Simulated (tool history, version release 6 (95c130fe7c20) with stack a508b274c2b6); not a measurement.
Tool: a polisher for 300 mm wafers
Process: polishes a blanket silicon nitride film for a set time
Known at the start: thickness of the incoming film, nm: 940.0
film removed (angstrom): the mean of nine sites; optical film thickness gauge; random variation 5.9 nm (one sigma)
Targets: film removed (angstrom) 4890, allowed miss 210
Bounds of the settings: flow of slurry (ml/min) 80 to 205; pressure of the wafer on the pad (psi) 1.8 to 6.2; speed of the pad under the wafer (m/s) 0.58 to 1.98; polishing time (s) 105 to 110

run	day	flow of slurry (ml/min)	pressure of the wafer on the pad (psi)	speed of the pad under the wafer (m/s)	polishing time (s)	film removed (angstrom)
1	0	135	4	1.28	105	2781.3
2	0.129	135	4	1.1	105	2432.2
3	0.442	135	4.5	1.14	105	2806
4	0.562	135	4.5	0.88	105	2313.4
5	0.688	135	4.8	0.96	105	2620.3
6	0.762	135	5.5	0.96	105	2940.3
7	0.788	135	5.6	1.06	105	3358.9
8	0.979	135	5.7	1.12	105	3567
9	1.208	135	5.8	1.16	105	3783

4 next moves are on the table. One of them brings every result within its allowed miss. Which?
A	1.438	150	6.2	1.4	108	?
B	1.438	135	5.1	0.86	105	?
C	1.438	105	5.2	1.08	107	?
D	1.438	110	5	0.96	105	?

move	film removed (angstrom)
A	4778.8
B	2545.2
C	2984.5
D	2597.8
A: meets every target
B: further off than the last run
C: further off than the last run
D: further off than the last run
Answer: A
